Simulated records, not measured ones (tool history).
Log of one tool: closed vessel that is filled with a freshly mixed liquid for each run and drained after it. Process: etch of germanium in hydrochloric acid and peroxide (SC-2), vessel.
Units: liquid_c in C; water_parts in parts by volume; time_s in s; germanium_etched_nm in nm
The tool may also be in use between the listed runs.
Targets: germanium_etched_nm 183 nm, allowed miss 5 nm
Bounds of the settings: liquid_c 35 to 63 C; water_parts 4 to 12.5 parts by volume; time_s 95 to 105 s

run  hour  liquid_c  water_parts  time_s  germanium_etched_nm
  1     0        47            7      95               144.28
  2   1.6        47            5      95               147.21
  3   4.8        48            5      95               154.36
  4    10      48.5            5      95               158.09
  5  14.2        49            5      95               157.16
  6  21.3      49.5            5      95               159.35
     28.3  -- new drum of peroxide connected
  7  28.3        50            5      95               163.63
  8  31.2      50.5            5      95               166.06

4 next moves are on the table. One of them brings every result within its allowed miss. Which?
  A  34.1      53.5            6      95                    ?
  B  34.1        50            5     100                    ?
  C  34.1      47.5          4.5     105                    ?
  D  34.1        50          5.5     100                    ?

move  germanium_etched_nm
   A               182.49
   B               172.93
   C               167.75
   D               172.47
A: meets every target
B: nearer than the last run, and not there yet
C: nearer than the last run, and not there yet
D: nearer than the last run, and not there yet
The right move is A.
